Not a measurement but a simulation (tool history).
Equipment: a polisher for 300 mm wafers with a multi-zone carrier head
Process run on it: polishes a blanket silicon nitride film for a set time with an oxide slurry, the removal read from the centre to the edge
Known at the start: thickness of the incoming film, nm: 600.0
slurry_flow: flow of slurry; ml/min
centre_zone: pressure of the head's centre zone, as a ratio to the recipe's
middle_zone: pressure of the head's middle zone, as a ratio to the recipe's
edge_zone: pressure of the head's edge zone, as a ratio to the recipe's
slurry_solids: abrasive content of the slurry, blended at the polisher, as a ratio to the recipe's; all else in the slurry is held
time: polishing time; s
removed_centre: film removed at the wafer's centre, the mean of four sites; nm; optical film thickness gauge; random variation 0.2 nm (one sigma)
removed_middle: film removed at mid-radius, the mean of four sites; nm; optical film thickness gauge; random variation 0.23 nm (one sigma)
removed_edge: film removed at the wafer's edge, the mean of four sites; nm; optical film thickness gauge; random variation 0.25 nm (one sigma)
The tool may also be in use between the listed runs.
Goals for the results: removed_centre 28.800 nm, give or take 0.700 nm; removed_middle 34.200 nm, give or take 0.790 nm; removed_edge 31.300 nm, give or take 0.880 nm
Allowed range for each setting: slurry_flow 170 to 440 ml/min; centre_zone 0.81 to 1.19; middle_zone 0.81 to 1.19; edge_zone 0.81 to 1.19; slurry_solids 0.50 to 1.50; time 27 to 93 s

run,hour,slurry_flow,centre_zone,middle_zone,edge_zone,slurry_solids,time,removed_centre,removed_middle,removed_edge
1,0.0,280,1.00,1.00,1.00,1.00,59,49.094,47.966,49.044
2,3.7,280,1.00,0.95,1.00,1.00,59,49.809,46.861,48.917
3,4.6,280,1.00,0.95,1.04,1.00,59,48.831,46.727,48.756
4,8.8,280,1.00,0.95,1.04,1.10,59,52.154,49.341,51.152
5,11.7,300,0.99,1.02,0.98,0.95,55,44.970,44.439,43.570
6,13.1,310,0.95,1.03,0.96,0.85,54,39.611,41.449,39.783
7,18.0,275,0.85,1.00,0.86,0.60,54,26.733,30.236,28.865
8,19.7,305,0.85,1.01,0.87,0.60,54,27.252,30.985,28.938
9,23.9,375,0.85,1.07,0.97,0.65,54,29.932,34.615,32.776
10,30.7,370,0.85,1.07,0.95,0.65,54,29.803,34.677,32.702
11,36.4,335,0.84,1.08,0.87,0.60,54,27.319,32.125,29.023
12,43.1,415,0.84,1.08,0.93,0.60,54,27.460,33.134,30.172
13,49.3,415,0.84,1.08,0.93,0.60,54,27.255,32.756,30.676

Which one of the following 4 next-run settings gets every result inside its allowed miss? There is exactly one.
A,55.5,385,0.93,0.99,0.90,0.70,48,?,?,?
B,55.5,440,0.90,1.12,0.90,0.50,63,?,?,?
C,55.5,395,0.82,1.14,0.87,0.65,51,?,?,?
D,55.5,390,0.85,1.09,0.94,0.65,52,?,?,?

move,removed_centre,removed_middle,removed_edge
A,30.314,31.492,30.346
B,28.222,32.555,28.949
C,27.166,34.437,29.959
D,28.553,34.087,31.366
A: moves the result that the last run missed by most past its target, out the other side
B: brings the last run's worst result on target, with another outside its allowed miss
C: lands further from the targets than the last run did
D: every result lands within tolerance
Correct choice: D, which meets every target
